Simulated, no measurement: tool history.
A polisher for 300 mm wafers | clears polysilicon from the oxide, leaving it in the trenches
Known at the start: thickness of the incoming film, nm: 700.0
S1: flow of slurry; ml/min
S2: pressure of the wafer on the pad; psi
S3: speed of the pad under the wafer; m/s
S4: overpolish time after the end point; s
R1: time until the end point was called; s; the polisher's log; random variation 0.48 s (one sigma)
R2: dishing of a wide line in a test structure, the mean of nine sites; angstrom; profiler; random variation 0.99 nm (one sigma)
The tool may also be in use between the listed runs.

{"run": 1, "hour": 0.0, "S1": 230, "S2": 2.4, "S3": 1.0, "S4": 24, "R1": 61.195, "R2": 888.65}
{"run": 2, "hour": 3.2, "S1": 190, "S2": 2.4, "S3": 1.0, "S4": 24, "R1": 61.347, "R2": 904.47}
{"run": 3, "hour": 8.8, "S1": 225, "S2": 2.4, "S3": 1.0, "S4": 24, "R1": 60.452, "R2": 880.03}
{"run": 4, "hour": 17.1, "S1": 225, "S2": 2.6, "S3": 1.0, "S4": 25, "R1": 54.832, "R2": 915.12}
{"run": 5, "hour": 24.9, "S1": 255, "S2": 2.6, "S3": 1.0, "S4": 25, "R1": 54.217, "R2": 910.79}
{"run": 6, "hour": 29.0, "S1": 255, "S2": 2.7, "S3": 1.0, "S4": 25, "R1": 52.946, "R2": 930.15}

Forecast run 7:
{"run": 7, "hour": 35.4, "S1": 255, "S2": 2.8, "S3": 1.0, "S4": 24, "R1": "?", "R2": "?"}

Run 7 gave R1 51.123 s, R2 916.04 angstrom.

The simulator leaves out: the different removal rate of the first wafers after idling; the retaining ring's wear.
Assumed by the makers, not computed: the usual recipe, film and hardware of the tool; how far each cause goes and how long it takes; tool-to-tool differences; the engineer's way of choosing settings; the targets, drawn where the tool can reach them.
